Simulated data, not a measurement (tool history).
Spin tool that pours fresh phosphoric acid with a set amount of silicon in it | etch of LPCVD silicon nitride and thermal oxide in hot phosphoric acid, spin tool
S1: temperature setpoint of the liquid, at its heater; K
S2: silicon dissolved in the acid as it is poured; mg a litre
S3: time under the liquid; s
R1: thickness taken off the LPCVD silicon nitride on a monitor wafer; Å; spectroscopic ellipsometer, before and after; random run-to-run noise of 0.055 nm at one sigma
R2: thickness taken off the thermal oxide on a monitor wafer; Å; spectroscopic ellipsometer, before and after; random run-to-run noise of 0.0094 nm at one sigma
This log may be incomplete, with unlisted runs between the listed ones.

run    day      S1    S2   S3      R1      R2
  1  0.000  436.15  18.5  180  201.74  4.0438
  2  0.279  435.65  20.5  175  193.61  3.6872
  3  0.525  435.15  23.0  170  184.99  3.0750
  4  0.546  435.15  23.0  110  119.64  2.0156
  5  0.821  435.15  23.0  165  178.82  2.7313
  6  0.954  435.15  23.0  235  255.75  4.1312
  7  1.279  434.65  23.5  225  241.67  3.9168
  8  1.492  432.15  35.5  135  132.61  1.1212
  9  1.812  432.65  35.0  135  135.36  1.2624

Run 10 is up next; what results do you expect?
 10  2.071  432.65  34.5  135   ?   ?

{"run 10": {"R1": 134.29, "R2": 1.2333}}
